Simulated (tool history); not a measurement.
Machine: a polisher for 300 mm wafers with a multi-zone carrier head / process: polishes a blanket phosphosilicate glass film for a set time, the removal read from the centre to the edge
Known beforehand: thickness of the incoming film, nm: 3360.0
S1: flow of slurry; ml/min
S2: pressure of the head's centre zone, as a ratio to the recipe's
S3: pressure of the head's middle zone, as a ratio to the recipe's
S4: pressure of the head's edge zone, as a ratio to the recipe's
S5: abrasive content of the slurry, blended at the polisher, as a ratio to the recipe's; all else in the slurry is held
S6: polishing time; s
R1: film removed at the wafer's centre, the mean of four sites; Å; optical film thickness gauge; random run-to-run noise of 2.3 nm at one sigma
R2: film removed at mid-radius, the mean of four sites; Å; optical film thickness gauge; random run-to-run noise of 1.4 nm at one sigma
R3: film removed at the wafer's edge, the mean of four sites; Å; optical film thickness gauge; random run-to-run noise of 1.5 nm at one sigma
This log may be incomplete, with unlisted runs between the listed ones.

run	day	S1	S2	S3	S4	S5	S6	R1	R2	R3
1	0.000	130	1.00	1.00	1.00	1.00	63	3844.3	4118.5	4212.2
2	0.046	125	0.99	0.97	0.98	0.90	58	3277.1	3398.5	3577.8
3	0.071	125	0.95	0.97	0.98	0.90	58	3185.2	3377.9	3525.5
4	0.171	125	0.95	0.97	0.98	0.80	58	2899.3	3151.0	3274.2
5	0.304	125	0.95	0.97	1.05	0.80	58	3018.5	3124.4	3365.5
6	0.667	120	0.95	0.95	1.02	0.75	55	2637.2	2734.2	3015.5
7	0.833	120	0.95	0.95	1.02	0.75	55	2582.8	2746.2	3032.1

Expected results for the next run?
8	0.912	130	0.97	0.93	0.99	0.70	52	?	?	?

{"run 8": {"R1": 2387.9, "R2": 2473.2, "R3": 2652.5}}
